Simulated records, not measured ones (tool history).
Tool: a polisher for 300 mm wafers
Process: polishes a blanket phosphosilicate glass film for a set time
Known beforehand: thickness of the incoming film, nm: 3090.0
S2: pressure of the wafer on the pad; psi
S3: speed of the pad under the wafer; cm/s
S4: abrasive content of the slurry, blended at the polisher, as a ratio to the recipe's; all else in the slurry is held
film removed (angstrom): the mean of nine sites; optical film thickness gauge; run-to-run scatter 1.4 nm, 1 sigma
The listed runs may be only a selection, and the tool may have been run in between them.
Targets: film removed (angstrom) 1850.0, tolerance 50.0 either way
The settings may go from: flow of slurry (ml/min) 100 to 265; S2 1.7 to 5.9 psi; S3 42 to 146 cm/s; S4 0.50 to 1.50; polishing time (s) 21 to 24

run 1 hour=0.0 | flow_of_slurry_(ml/min)=170 S2=3.8 S3=94 S4=1.00 polishing_time_(s)=24 | film_removed_(angstrom)=2233.4
run 2 hour=7.0 | flow_of_slurry_(ml/min)=165 S2=3.7 S3=94 S4=1.00 polishing_time_(s)=24 | film_removed_(angstrom)=2169.7
run 3 hour=15.9 | flow_of_slurry_(ml/min)=205 S2=3.7 S3=94 S4=1.00 polishing_time_(s)=24 | film_removed_(angstrom)=2214.5
run 4 hour=24.6 | flow_of_slurry_(ml/min)=205 S2=3.6 S3=94 S4=1.00 polishing_time_(s)=24 | film_removed_(angstrom)=2170.7
run 5 hour=28.6 | flow_of_slurry_(ml/min)=205 S2=3.5 S3=94 S4=1.00 polishing_time_(s)=24 | film_removed_(angstrom)=2123.3
run 6 hour=34.1 | flow_of_slurry_(ml/min)=205 S2=3.8 S3=94 S4=1.00 polishing_time_(s)=24 | film_removed_(angstrom)=2267.7
run 7 hour=39.6 | flow_of_slurry_(ml/min)=205 S2=3.7 S3=94 S4=1.00 polishing_time_(s)=24 | film_removed_(angstrom)=2232.1
run 8 hour=41.1 | flow_of_slurry_(ml/min)=200 S2=3.6 S3=94 S4=1.00 polishing_time_(s)=24 | film_removed_(angstrom)=2168.4
run 9 hour=47.9 | flow_of_slurry_(ml/min)=200 S2=3.5 S3=94 S4=1.00 polishing_time_(s)=24 | film_removed_(angstrom)=2111.1
run 10 hour=54.2 | flow_of_slurry_(ml/min)=200 S2=3.4 S3=94 S4=1.00 polishing_time_(s)=24 | film_removed_(angstrom)=2094.6
run 11 hour=60.2 | flow_of_slurry_(ml/min)=200 S2=3.3 S3=94 S4=1.00 polishing_time_(s)=24 | film_removed_(angstrom)=1993.8
run 12 hour=61.0 | flow_of_slurry_(ml/min)=190 S2=3.2 S3=94 S4=1.00 polishing_time_(s)=24 | film_removed_(angstrom)=1900.9
run 13 hour=61.6 | flow_of_slurry_(ml/min)=185 S2=3.2 S3=94 S4=1.00 polishing_time_(s)=24 | film_removed_(angstrom)=1933.6

Of the 4 settings listed for the next run, only one would bring every result within its allowed miss of target. Which one?
run A hour=62.2 | flow_of_slurry_(ml/min)=200 S2=3.5 S3=102 S4=0.95 polishing_time_(s)=22 | film_removed_(angstrom)=?
run B hour=62.2 | flow_of_slurry_(ml/min)=170 S2=2.9 S3=92 S4=1.05 polishing_time_(s)=24 | film_removed_(angstrom)=?
run C hour=62.2 | flow_of_slurry_(ml/min)=205 S2=4.3 S3=72 S4=0.70 polishing_time_(s)=24 | film_removed_(angstrom)=?
run D hour=62.2 | flow_of_slurry_(ml/min)=190 S2=3.1 S3=104 S4=1.00 polishing_time_(s)=22 | film_removed_(angstrom)=?

move=A film_removed_(angstrom)=2018.8
move=B film_removed_(angstrom)=1727.7
move=C film_removed_(angstrom)=1993.9
move=D film_removed_(angstrom)=1832.3
A: its largest miss is bigger than the last run's
B: the result that was furthest off in the last run now lies on the other side of its target
C: its largest miss is bigger than the last run's
D: each result inside its tolerance
D meets every target.

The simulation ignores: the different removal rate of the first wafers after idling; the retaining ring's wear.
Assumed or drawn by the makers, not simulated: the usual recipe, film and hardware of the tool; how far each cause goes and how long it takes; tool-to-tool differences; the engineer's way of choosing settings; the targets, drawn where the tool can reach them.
